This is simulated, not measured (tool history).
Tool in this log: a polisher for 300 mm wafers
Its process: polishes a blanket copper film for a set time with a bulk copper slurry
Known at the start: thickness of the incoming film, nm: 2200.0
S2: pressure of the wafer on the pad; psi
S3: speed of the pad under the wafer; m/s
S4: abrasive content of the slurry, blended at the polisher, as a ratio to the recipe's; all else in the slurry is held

{"run": 1, "day": 0.0, "flow of slurry (ml/min)": 225, "S2": 2.2, "S3": 0.96, "S4": 1, "polishing time (s)": 39, "film removed (nm)": 262.23}
{"run": 2, "day": 0.321, "flow of slurry (ml/min)": 255, "S2": 2.2, "S3": 0.96, "S4": 1, "polishing time (s)": 39, "film removed (nm)": 268.05}
{"run": 3, "day": 0.367, "flow of slurry (ml/min)": 200, "S2": 2.2, "S3": 0.96, "S4": 1, "polishing time (s)": 39, "film removed (nm)": 257.74}
{"run": 4, "day": 0.388, "flow of slurry (ml/min)": 200, "S2": 2.2, "S3": 0.96, "S4": 0.85, "polishing time (s)": 39, "film removed (nm)": 244.77}
{"run": 5, "day": 0.454, "flow of slurry (ml/min)": 200, "S2": 2.1, "S3": 0.96, "S4": 0.85, "polishing time (s)": 39, "film removed (nm)": 244.74}
{"run": 6, "day": 0.758, "flow of slurry (ml/min)": 200, "S2": 2.6, "S3": 0.96, "S4": 0.85, "polishing time (s)": 39, "film removed (nm)": 294.7}
{"run": 7, "day": 0.933, "flow of slurry (ml/min)": 200, "S2": 2.4, "S3": 0.96, "S4": 0.85, "polishing time (s)": 39, "film removed (nm)": 269.53}
{"run": 8, "day": 1.104, "flow of slurry (ml/min)": 200, "S2": 1.8, "S3": 0.92, "S4": 0.85, "polishing time (s)": 39, "film removed (nm)": 195.27}

Run 9 comes next. What will it give?
{"run": 9, "day": 1.358, "flow of slurry (ml/min)": 200, "S2": 1.8, "S3": 0.92, "S4": 0.85, "polishing time (s)": 39, "film removed (nm)": "?"}

Run 9 came out at film removed (nm) 198.06.

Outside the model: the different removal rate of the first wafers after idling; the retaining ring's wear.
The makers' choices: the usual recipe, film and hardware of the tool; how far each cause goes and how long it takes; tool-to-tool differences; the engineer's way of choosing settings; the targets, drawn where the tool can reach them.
